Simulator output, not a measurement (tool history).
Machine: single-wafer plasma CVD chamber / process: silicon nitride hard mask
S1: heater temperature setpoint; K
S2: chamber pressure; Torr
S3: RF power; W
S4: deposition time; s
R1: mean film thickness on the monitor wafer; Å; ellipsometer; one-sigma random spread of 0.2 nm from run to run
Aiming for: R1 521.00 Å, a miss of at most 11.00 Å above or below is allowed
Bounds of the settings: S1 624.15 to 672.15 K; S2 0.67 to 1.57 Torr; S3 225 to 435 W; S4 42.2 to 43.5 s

run	day	S1	S2	S3	S4	R1
1	0.000	648.15	1.12	330	42.2	469.87
2	0.108	643.15	1.12	330	42.2	469.34
3	0.321	634.15	1.12	330	42.2	468.88
4	0.683	634.15	1.16	330	42.2	468.72
5	1.046	634.15	1.19	335	42.2	478.40
6	1.162	634.15	1.19	375	42.2	501.75
7	1.358	634.15	1.20	375	42.2	501.53
8	1.454	634.15	1.21	375	42.2	502.32

Consider the 4 candidate settings below. Which is the only one whose results all fall within their allowed miss of target?
A	1.550	628.15	1.15	360	42.7	?
B	1.550	638.15	1.02	375	42.5	?
C	1.550	635.15	1.28	330	43.5	?
D	1.550	634.15	1.03	410	43.3	?

move	R1
A	494.91
B	485.77
C	496.35
D	517.20
A: misses by more than the last run did
B: misses by more than the last run did
C: misses by more than the last run did
D: every result lands within tolerance
The right move is D.
